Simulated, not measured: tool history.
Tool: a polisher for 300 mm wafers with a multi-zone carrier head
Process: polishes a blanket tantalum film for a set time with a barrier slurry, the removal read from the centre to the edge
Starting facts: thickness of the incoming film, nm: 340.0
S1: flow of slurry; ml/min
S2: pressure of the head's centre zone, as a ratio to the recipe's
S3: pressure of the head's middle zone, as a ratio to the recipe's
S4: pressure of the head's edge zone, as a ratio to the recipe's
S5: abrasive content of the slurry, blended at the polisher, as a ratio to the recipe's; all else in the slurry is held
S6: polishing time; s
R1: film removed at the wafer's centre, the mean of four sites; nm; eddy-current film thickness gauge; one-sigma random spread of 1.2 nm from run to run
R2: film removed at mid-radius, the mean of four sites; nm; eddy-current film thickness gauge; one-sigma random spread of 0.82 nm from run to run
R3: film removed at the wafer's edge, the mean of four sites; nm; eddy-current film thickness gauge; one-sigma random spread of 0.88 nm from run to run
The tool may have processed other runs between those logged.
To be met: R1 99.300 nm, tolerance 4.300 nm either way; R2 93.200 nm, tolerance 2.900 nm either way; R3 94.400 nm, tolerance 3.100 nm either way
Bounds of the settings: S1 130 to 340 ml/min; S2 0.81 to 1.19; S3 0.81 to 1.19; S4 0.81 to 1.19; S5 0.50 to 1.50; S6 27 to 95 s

run 1 hour=0.0 | S1=220 S2=1.00 S3=1.00 S4=1.00 S5=1.00 S6=61 | R1=119.820 R2=119.890 R3=123.200
run 2 hour=0.6 | S1=220 S2=1.00 S3=0.99 S4=0.98 S5=0.95 S6=61 | R1=118.360 R2=118.370 R3=123.180
run 3 hour=7.9 | S1=220 S2=1.01 S3=0.99 S4=0.97 S5=0.90 S6=60 | R1=119.000 R2=114.870 R3=116.580
run 4 hour=15.5 | S1=220 S2=1.01 S3=0.99 S4=0.97 S5=0.90 S6=71 | R1=137.770 R2=136.580 R3=137.810
run 5 hour=23.2 | S1=220 S2=1.01 S3=0.98 S4=0.96 S5=0.85 S6=69 | R1=134.060 R2=127.490 R3=132.030
run 6 hour=30.5 | S1=220 S2=1.01 S3=0.98 S4=0.96 S5=0.95 S6=69 | R1=137.170 R2=133.630 R3=135.100
run 7 hour=38.2 | S1=220 S2=1.01 S3=0.98 S4=0.95 S5=0.90 S6=68 | R1=132.490 R2=130.020 R3=132.680
run 8 hour=40.3 | S1=220 S2=1.01 S3=0.98 S4=0.95 S5=0.85 S6=66 | R1=127.230 R2=125.100 R3=125.920

Exactly one of the 5 candidate moves below puts every result within its allowed miss. Which one?
run A hour=42.4 | S1=200 S2=1.03 S3=0.95 S4=0.90 S5=0.65 S6=56 | R1=? R2=? R3=?
run B hour=42.4 | S1=190 S2=1.15 S3=0.83 S4=1.07 S5=0.75 S6=54 | R1=? R2=? R3=?
run C hour=42.4 | S1=255 S2=0.87 S3=0.87 S4=1.01 S5=0.70 S6=55 | R1=? R2=? R3=?
run D hour=42.4 | S1=170 S2=0.96 S3=1.14 S4=0.95 S5=0.85 S6=51 | R1=? R2=? R3=?
run E hour=42.4 | S1=235 S2=1.02 S3=0.97 S4=1.02 S5=0.80 S6=51 | R1=? R2=? R3=?

move=A R1=100.610 R2=94.129 R3=95.403
move=B R1=112.600 R2=89.008 R3=104.210
move=C R1=88.005 R2=93.740 R3=103.510
move=D R1=90.638 R2=99.376 R3=95.190
move=E R1=98.911 R2=94.108 R3=99.777
A: all results in spec
B: moves the result that the last run missed by most past its target, out the other side
C: brings the result that was furthest off to its target, and leaves another outside
D: moves toward the targets from the last run without getting all of them in spec
E: brings the result that was furthest off to its target, and leaves another outside
Go with A: it meets all targets.
